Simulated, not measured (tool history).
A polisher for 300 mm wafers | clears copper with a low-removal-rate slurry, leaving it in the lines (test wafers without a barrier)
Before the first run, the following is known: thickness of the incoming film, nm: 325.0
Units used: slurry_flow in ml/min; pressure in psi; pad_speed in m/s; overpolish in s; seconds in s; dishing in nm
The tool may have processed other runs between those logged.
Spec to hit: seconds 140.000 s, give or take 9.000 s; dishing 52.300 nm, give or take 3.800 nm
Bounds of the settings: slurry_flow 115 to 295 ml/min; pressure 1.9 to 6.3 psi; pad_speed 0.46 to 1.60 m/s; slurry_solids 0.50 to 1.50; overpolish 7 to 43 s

run	hour	slurry_flow	pressure	pad_speed	slurry_solids	overpolish	seconds	dishing
1	0.0	190	4.1	1.02	1.00	22	73.648	59.174
2	0.6	190	3.7	1.00	1.00	24	84.037	60.757
3	2.1	190	3.4	1.00	1.00	25	87.395	58.083
4	7.1	190	3.2	0.98	1.00	26	92.473	56.647
5	11.3	190	3.0	0.96	1.00	27	93.987	58.223
6	19.4	190	2.8	0.92	1.00	28	103.160	55.731
7	22.9	190	2.7	0.90	1.00	29	107.760	53.715
8	26.3	190	2.6	0.88	1.00	30	113.470	56.454
9	31.4	190	2.5	0.86	1.00	30	112.920	54.610
10	35.4	190	2.4	0.84	1.00	31	121.220	53.440
11	41.0	190	2.3	0.84	1.00	32	123.620	54.022
12	43.2	190	2.2	0.84	1.00	32	127.790	52.033

Which of these 4 next moves meets every target?
A	45.4	215	1.9	1.08	0.90	27	?	?
B	45.4	180	2.8	0.76	1.00	27	?	?
C	45.4	115	3.7	0.46	0.85	36	?	?
D	45.4	205	2.6	0.98	1.00	27	?	?

move	seconds	dishing
A	119.050	46.878
B	118.000	47.806
C	141.630	52.564
D	104.400	52.644
A: lands further from the targets than the last run did
B: lands further from the targets than the last run did
C: every result lands within tolerance
D: lands further from the targets than the last run did
Answer: C
